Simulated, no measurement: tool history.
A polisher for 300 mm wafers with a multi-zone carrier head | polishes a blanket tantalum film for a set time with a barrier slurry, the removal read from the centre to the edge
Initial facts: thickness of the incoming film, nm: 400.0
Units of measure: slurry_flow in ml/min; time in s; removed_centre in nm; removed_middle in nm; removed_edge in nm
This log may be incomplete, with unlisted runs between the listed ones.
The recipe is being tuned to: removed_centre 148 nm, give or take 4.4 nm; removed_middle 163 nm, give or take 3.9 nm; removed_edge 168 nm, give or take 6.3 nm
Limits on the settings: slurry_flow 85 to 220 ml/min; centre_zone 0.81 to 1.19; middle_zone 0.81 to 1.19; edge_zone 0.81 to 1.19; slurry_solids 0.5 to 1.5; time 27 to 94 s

run	day	slurry_flow	centre_zone	middle_zone	edge_zone	slurry_solids	time	removed_centre	removed_middle	removed_edge
1	0	140	1	1	1	1	60	123.13	128.15	128.72
2	0.088	155	0.99	1.02	1.06	1.15	60	126.82	134.73	139.16
3	0.421	155	0.99	1.07	1.06	1.15	60	128.58	142.03	137.07
4	0.762	155	0.99	1.07	1.13	1.15	60	126.23	141.81	143.56
5	1.079	155	1.04	1.07	1.13	1.15	60	133.96	140.06	142.94
6	1.229	170	1.03	1.08	1.15	1.25	60	139.56	147.76	147.6
7	1.292	170	1.01	1.07	1.16	1.35	61	140.28	152.85	155.01
8	1.575	175	1	1.06	1.17	1.4	61	139.53	153.24	157.89
9	1.933	185	1	1.06	1.18	1.45	61	142.84	155.04	160.86
10	2.2	190	1	1.06	1.18	1.45	61	143.23	153.84	158.89
11	2.412	185	1	1.06	1.18	1.45	62	145.44	155.63	162.32

Next run, 5 choices. One meets every target within its allowed miss, the rest don't. Which?
A	2.625	190	0.98	1.03	1.19	1.45	63	?	?	?
B	2.625	175	0.95	1.12	1.17	1.5	62	?	?	?
C	2.625	165	0.98	0.99	1.13	1.5	63	?	?	?
D	2.625	180	0.98	1.05	1.16	1.35	66	?	?	?
E	2.625	185	0.98	0.99	1.16	1.5	61	?	?	?

move	removed_centre	removed_middle	removed_edge
A	144.45	157.74	167.78
B	137.09	165.91	163.28
C	142.28	150.73	162.26
D	147.85	164.2	169.88
E	140.24	148.28	161.1
A: moves toward the targets from the last run without getting all of them in spec
B: the furthest-off result lands on target, but another misses its tolerance
C: further off than the last run
D: all results in spec
E: further off than the last run
Go with D: it meets all targets.
